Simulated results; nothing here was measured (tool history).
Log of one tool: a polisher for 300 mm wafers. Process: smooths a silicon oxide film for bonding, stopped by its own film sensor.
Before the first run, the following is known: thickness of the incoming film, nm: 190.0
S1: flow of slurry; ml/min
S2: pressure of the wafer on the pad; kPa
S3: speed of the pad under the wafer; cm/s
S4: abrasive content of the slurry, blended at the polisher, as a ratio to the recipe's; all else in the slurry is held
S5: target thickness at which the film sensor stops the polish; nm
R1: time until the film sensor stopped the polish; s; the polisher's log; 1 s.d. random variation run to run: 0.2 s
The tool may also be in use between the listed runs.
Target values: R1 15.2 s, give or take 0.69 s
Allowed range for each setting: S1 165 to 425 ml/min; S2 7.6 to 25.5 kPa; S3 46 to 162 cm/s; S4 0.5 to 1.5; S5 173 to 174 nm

Run 1, hour 0: S1 275 ml/min, S2 16.5 kPa, S3 104 cm/s, S4 1, S5 173 nm. Result: R1 20.853 s.
Run 2, hour 1: S1 275 ml/min, S2 16.5 kPa, S3 104 cm/s, S4 1.15, S5 173 nm. Result: R1 19.748 s.
Run 3, hour 9.4: S1 275 ml/min, S2 16.5 kPa, S3 94 cm/s, S4 1.15, S5 173 nm. Result: R1 21.14 s.
Run 4, hour 18: S1 275 ml/min, S2 17.9 kPa, S3 94 cm/s, S4 1.15, S5 173 nm. Result: R1 19.761 s.
Run 5, hour 23.9: S1 275 ml/min, S2 17.9 kPa, S3 94 cm/s, S4 1, S5 173 nm. Result: R1 20.903 s.
Run 6, hour 31.3: S1 340 ml/min, S2 17.9 kPa, S3 94 cm/s, S4 1, S5 173 nm. Result: R1 20.084 s.
Run 7, hour 37: S1 340 ml/min, S2 19.3 kPa, S3 94 cm/s, S4 1, S5 173 nm. Result: R1 18.414 s.
Run 8, hour 45.1: S1 340 ml/min, S2 20 kPa, S3 94 cm/s, S4 1, S5 173 nm. Result: R1 18.101 s.
Run 9, hour 51.7: S1 340 ml/min, S2 20.7 kPa, S3 94 cm/s, S4 1, S5 173 nm. Result: R1 17.839 s.
Run 10, hour 55: S1 345 ml/min, S2 21.4 kPa, S3 94 cm/s, S4 1, S5 173 nm. Result: R1 16.684 s.
Run 11, hour 63.9: S1 345 ml/min, S2 22.1 kPa, S3 94 cm/s, S4 1, S5 173 nm. Result: R1 16.921 s.
Run 12, hour 69.6: S1 350 ml/min, S2 22.8 kPa, S3 94 cm/s, S4 1, S5 173 nm. Result: R1 16.022 s.
Run 13, hour 73.9: S1 355 ml/min, S2 22.8 kPa, S3 94 cm/s, S4 1, S5 173 nm. Result: R1 16.411 s.

Which of these 5 next moves meets every target?
Run A, hour 78.2: S1 380 ml/min, S2 22.1 kPa, S3 80 cm/s, S4 1.15, S5 173 nm. Result: R1 ?.
Run B, hour 78.2: S1 270 ml/min, S2 21.4 kPa, S3 90 cm/s, S4 0.85, S5 173 nm. Result: R1 ?.
Run C, hour 78.2: S1 335 ml/min, S2 20.7 kPa, S3 92 cm/s, S4 0.95, S5 173 nm. Result: R1 ?.
Run D, hour 78.2: S1 310 ml/min, S2 25.5 kPa, S3 76 cm/s, S4 1.1, S5 174 nm. Result: R1 ?.
Run E, hour 78.2: S1 380 ml/min, S2 21.4 kPa, S3 88 cm/s, S4 0.95, S5 174 nm. Result: R1 ?.

move      R1
   A  17.109
   B  18.441
   C  17.727
   D  14.923
   E  16.555
A: moves away from the targets compared with the last run
B: moves away from the targets compared with the last run
C: moves away from the targets compared with the last run
D: every result within its allowed miss
E: moves away from the targets compared with the last run
Move D is the one to make.

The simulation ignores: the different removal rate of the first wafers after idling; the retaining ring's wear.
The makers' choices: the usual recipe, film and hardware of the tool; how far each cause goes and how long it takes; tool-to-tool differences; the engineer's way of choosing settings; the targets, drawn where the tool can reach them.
